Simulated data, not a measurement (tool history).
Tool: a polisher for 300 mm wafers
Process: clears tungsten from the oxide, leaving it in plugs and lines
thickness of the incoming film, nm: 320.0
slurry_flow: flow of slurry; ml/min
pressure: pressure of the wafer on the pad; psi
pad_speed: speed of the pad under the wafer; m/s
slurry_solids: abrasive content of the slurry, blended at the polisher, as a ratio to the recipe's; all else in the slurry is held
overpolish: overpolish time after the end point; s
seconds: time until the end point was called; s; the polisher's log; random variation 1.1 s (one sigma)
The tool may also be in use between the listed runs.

Run 1, day 0.000: slurry_flow 145 ml/min, pressure 4.4 psi, pad_speed 1.26 m/s, slurry_solids 1.0, overpolish 12 s. Result: seconds 42.918 s.
Run 2, day 0.254: slurry_flow 145 ml/min, pressure 4.4 psi, pad_speed 1.26 m/s, slurry_solids 1.0, overpolish 12 s. Result: seconds 40.760 s.
Run 3, day 0.408: slurry_flow 145 ml/min, pressure 4.1 psi, pad_speed 1.24 m/s, slurry_solids 1.0, overpolish 12 s. Result: seconds 45.598 s.
Run 4, day 0.667: slurry_flow 145 ml/min, pressure 3.9 psi, pad_speed 1.24 m/s, slurry_solids 1.0, overpolish 12 s. Result: seconds 46.588 s.
Run 5, day 0.767: slurry_flow 145 ml/min, pressure 4.8 psi, pad_speed 1.24 m/s, slurry_solids 1.0, overpolish 12 s. Result: seconds 40.028 s.
Run 6, day 0.896: slurry_flow 145 ml/min, pressure 4.8 psi, pad_speed 1.24 m/s, slurry_solids 1.0, overpolish 12 s. Result: seconds 38.702 s.
Run 7, day 1.146: slurry_flow 145 ml/min, pressure 4.4 psi, pad_speed 1.22 m/s, slurry_solids 1.0, overpolish 12 s. Result: seconds 40.871 s.

Forecast run 8:
Run 8, day 1.458: slurry_flow 145 ml/min, pressure 4.0 psi, pad_speed 1.20 m/s, slurry_solids 1.0, overpolish 12 s. Result: seconds ?.

{"run 8": {"seconds": 46.928}}
